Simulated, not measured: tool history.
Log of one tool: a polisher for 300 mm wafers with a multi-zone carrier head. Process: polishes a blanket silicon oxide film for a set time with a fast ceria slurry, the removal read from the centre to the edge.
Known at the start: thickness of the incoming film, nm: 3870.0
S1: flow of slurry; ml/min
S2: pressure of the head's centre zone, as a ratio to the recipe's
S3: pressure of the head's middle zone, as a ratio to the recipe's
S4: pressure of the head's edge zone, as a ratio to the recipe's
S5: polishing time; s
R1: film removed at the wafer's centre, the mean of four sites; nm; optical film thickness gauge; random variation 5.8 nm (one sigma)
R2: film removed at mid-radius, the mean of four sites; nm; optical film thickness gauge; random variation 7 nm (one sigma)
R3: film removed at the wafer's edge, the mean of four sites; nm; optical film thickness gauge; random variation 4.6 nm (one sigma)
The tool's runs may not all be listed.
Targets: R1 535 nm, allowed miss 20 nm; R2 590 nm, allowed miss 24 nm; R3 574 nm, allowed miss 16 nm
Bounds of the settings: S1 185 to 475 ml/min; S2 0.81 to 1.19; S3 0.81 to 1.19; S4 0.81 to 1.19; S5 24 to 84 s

| run | day | S1 | S2 | S3 | S4 | S5 | R1 | R2 | R3 |
|---|---|---|---|---|---|---|---|---|---|
| 1 | 0 | 305 | 1 | 1 | 1 | 54 | 957.07 | 969.71 | 956.69 |
| 2 | 0.238 | 305 | 1.06 | 1 | 1 | 54 | 1008.8 | 948.99 | 947.16 |
| 3 | 0.521 | 305 | 1.06 | 0.94 | 1 | 54 | 987.72 | 890.48 | 964.13 |
| 4 | 0.804 | 305 | 1.06 | 0.94 | 1.08 | 54 | 1010.3 | 894.66 | 1001.8 |
| 5 | 1.104 | 305 | 1.14 | 0.94 | 1.08 | 54 | 1075 | 910.28 | 987.32 |
| 6 | 1.408 | 340 | 1.14 | 0.94 | 1.08 | 54 | 1093.4 | 896.98 | 1002 |
| 7 | 1.671 | 320 | 1.09 | 0.95 | 1.05 | 49 | 935.75 | 831.5 | 889.74 |
| 8 | 1.762 | 310 | 1.05 | 0.95 | 1.02 | 45 | 823.54 | 754.22 | 811.47 |
| 9 | 1.967 | 310 | 0.95 | 1.05 | 0.92 | 30 | 494.64 | 542.26 | 511.24 |
| 10 | 2.275 | 310 | 0.95 | 1.06 | 0.95 | 30 | 505.33 | 548.39 | 518.38 |
| 11 | 2.625 | 310 | 0.94 | 1.06 | 0.97 | 30 | 498.76 | 554.44 | 523.07 |

Which of these 4 next moves meets every target?
| A | 2.975 | 350 | 0.89 | 0.98 | 0.89 | 34 | ? | ? | ? |
| B | 2.975 | 295 | 0.86 | 1.01 | 1.02 | 33 | ? | ? | ? |
| C | 2.975 | 350 | 0.9 | 1.19 | 0.95 | 28 | ? | ? | ? |
| D | 2.975 | 365 | 1.07 | 1.1 | 0.9 | 30 | ? | ? | ? |

| move | R1 | R2 | R3 |
|---|---|---|---|
| A | 535.91 | 591.33 | 580.74 |
| B | 497.22 | 583 | 596.44 |
| C | 446.99 | 574.45 | 491.55 |
| D | 571.25 | 576.14 | 515.13 |
A: meets every target
B: takes the result that was furthest off past its target
C: further off than the last run
D: further off than the last run
The right move is A.
